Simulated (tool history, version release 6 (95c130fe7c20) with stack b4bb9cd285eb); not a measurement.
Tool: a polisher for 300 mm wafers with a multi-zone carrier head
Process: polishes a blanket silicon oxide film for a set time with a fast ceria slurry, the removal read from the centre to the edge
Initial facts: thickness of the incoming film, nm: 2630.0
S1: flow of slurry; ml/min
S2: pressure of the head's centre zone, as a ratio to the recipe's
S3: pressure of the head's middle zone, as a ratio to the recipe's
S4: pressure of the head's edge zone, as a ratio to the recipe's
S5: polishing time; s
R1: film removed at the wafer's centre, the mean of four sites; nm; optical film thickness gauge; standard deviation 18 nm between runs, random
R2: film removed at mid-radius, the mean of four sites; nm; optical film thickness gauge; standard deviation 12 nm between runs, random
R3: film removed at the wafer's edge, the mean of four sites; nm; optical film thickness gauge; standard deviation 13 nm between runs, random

run  hour   S1    S2    S3    S4  S5      R1      R2      R3
  1     0  125     1     1     1  63  1025.4  959.23  992.39
  2   4.2  105     1     1     1  63  970.41   933.8  942.34
  3   6.9  105  0.92     1     1  63  904.25   957.1  947.66
  4  14.3  125  0.97  0.98  1.02  64  1001.6  932.79  995.59
  5  18.4  140  0.99  0.98  1.04  65  1047.9  1009.8    1027
  6  24.3  140  0.99  0.98  1.04  54  870.07  827.04  868.31
  7  26.5  145  1.01  0.94  1.06  59     980  866.38     956

What does the tool deliver on the next run?
  8  31.5  150  1.03  0.92  1.08  62   ?   ?   ?

R1: 1088.2 nm
R2: 892.9 nm
R3: 1027.1 nm
